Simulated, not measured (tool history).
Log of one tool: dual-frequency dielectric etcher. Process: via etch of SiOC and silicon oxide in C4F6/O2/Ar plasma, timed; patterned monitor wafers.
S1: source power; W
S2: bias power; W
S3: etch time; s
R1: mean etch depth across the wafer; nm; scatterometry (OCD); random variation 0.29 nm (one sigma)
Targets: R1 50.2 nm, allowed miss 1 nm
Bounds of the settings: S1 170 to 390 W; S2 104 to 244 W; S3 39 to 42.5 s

run  hour   S1   S2    S3      R1
  1     0  280  174  42.5  42.577
  2   2.3  280  174  42.5  42.692
  3   4.7  260  174  42.5  41.592
  4   9.3  290  181  42.5  44.039
  5  16.5  240  181  42.5  41.355
  6  23.7  240  209  42.5  44.809
  7    29  260  211  42.5  46.031
  8  31.2  260  211  42.5  46.334
  9  33.9  270  212  42.5  46.264
 10  35.1  290  215  42.5  47.846
 11  42.5  300  216  42.5  48.597

Which of these 5 next moves meets every target?
  A  49.9  290  208  40.5   ?
  B  49.9  390  205  41.5   ?
  C  49.9  350  201  40.5   ?
  D  49.9  310  228  40.5   ?
  E  49.9  320  213    41   ?

move      R1
   A  44.928
   B  50.228
   C  46.873
   D  47.978
   E  47.453
A: further off than the last run
B: meets every target
C: further off than the last run
D: further off than the last run
E: further off than the last run
Answer: B

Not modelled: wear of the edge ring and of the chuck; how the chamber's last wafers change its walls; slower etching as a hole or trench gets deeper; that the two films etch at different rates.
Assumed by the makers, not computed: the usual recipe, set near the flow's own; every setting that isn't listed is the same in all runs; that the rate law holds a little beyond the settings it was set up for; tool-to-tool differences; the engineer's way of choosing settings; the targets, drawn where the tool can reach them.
